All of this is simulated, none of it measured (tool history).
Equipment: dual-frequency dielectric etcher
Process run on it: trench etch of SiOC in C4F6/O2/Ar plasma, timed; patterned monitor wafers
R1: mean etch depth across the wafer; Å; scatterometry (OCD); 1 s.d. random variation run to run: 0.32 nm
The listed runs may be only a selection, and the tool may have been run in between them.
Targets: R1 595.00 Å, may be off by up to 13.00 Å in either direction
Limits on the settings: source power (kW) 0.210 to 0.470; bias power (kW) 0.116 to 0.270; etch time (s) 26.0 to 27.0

Run 1, hour 0.0: source power (kW) 0.340, bias power (kW) 0.193, etch time (s) 26.0. Result: R1 529.93 Å.
Run 2, hour 8.9: source power (kW) 0.310, bias power (kW) 0.193, etch time (s) 26.0. Result: R1 514.14 Å.
Run 3, hour 17.4: source power (kW) 0.310, bias power (kW) 0.173, etch time (s) 26.0. Result: R1 487.96 Å.
Run 4, hour 22.1: source power (kW) 0.340, bias power (kW) 0.177, etch time (s) 26.0. Result: R1 510.26 Å.
Run 5, hour 28.1: source power (kW) 0.360, bias power (kW) 0.181, etch time (s) 26.0. Result: R1 530.52 Å.
Run 6, hour 29.8: source power (kW) 0.360, bias power (kW) 0.181, etch time (s) 27.0. Result: R1 554.44 Å.
Run 7, hour 36.0: source power (kW) 0.370, bias power (kW) 0.182, etch time (s) 27.0. Result: R1 556.13 Å.
Run 8, hour 39.1: source power (kW) 0.430, bias power (kW) 0.196, etch time (s) 27.0. Result: R1 619.80 Å.
Run 9, hour 46.6: source power (kW) 0.420, bias power (kW) 0.195, etch time (s) 27.0. Result: R1 618.75 Å.

Exercise: of the 5 proposed moves below, exactly one satisfies all targets within the stated allowed misses. Which move is it?
Run A, hour 54.1: source power (kW) 0.420, bias power (kW) 0.202, etch time (s) 26.0. Result: R1 ?.
Run B, hour 54.1: source power (kW) 0.470, bias power (kW) 0.200, etch time (s) 26.0. Result: R1 ?.
Run C, hour 54.1: source power (kW) 0.430, bias power (kW) 0.205, etch time (s) 26.5. Result: R1 ?.
Run D, hour 54.1: source power (kW) 0.420, bias power (kW) 0.200, etch time (s) 27.0. Result: R1 ?.
Run E, hour 54.1: source power (kW) 0.410, bias power (kW) 0.204, etch time (s) 27.0. Result: R1 ?.

move      R1
   A  591.93
   B  619.51
   C  613.57
   D  612.05
   E  610.72
A: each result inside its tolerance
B: about the same distance from the targets as the last run
C: an improvement on the last run, though not all results are within tolerance
D: an improvement on the last run, though not all results are within tolerance
E: an improvement on the last run, though not all results are within tolerance
A is the move that brings every result within its allowed miss.
